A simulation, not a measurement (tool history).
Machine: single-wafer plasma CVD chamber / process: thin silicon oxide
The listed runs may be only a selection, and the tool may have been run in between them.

run	day	heater temperature setpoint (deg C)	chamber pressure (Torr)	RF power (W)	deposition time (s)	mean film thickness on the monitor wafer (Å)
1	0	375	0.962	320	6.56	145.09
2	0.196	375	1.106	320	6.56	157.49
3	0.342	369	1.106	320	6.56	157.95
4	0.625	369	1.106	320	6.77	162.28
5	0.783	375	1.106	320	6.77	162.37
6	1.021	375	1.06	320	6.77	158.82
7	1.142	375	1.02	320	6.77	154.92
8	1.371	375	0.987	320	6.77	152.7
9	1.562	375	0.956	320	6.77	150
10	1.621	375	0.93	320	6.77	146.94
11	1.712	375	0.911	320	6.77	144.62

What does the tool deliver on the next run?
12	1.875	375	0.911	320	6.77	?

mean film thickness on the monitor wafer (Å): 145.11
